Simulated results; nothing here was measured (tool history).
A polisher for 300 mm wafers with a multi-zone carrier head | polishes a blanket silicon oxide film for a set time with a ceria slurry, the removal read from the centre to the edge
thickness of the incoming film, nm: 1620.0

run,hour,flow of slurry (ml/min),pressure of the head's centre zone,pressure of the head's middle zone,pressure of the head's edge zone,polishing time (s),film removed at the wafer's centre (angstrom),film removed at mid-radius (angstrom),film removed at the wafer's edge (angstrom)
1,0.0,265,1.00,1.00,1.00,73,2275.6,2176.7,2251.9
2,7.4,260,0.96,1.01,0.96,70,2084.6,2199.4,2123.7
3,12.5,260,0.96,1.01,0.90,70,2112.5,2148.5,2042.7
4,15.9,205,0.96,1.01,0.90,70,2008.4,2079.0,2019.5
5,17.8,205,0.96,1.01,0.90,83,2402.0,2444.9,2398.6
6,25.4,205,0.93,1.01,0.89,77,2159.3,2320.4,2195.2

Run 7 comes next. What will it give?
7,30.7,200,0.91,1.00,0.88,73,?,?,?

Run 7 gave film removed at the wafer's centre (angstrom) 1979.3, film removed at mid-radius (angstrom) 2131.2, film removed at the wafer's edge (angstrom) 2085.5.
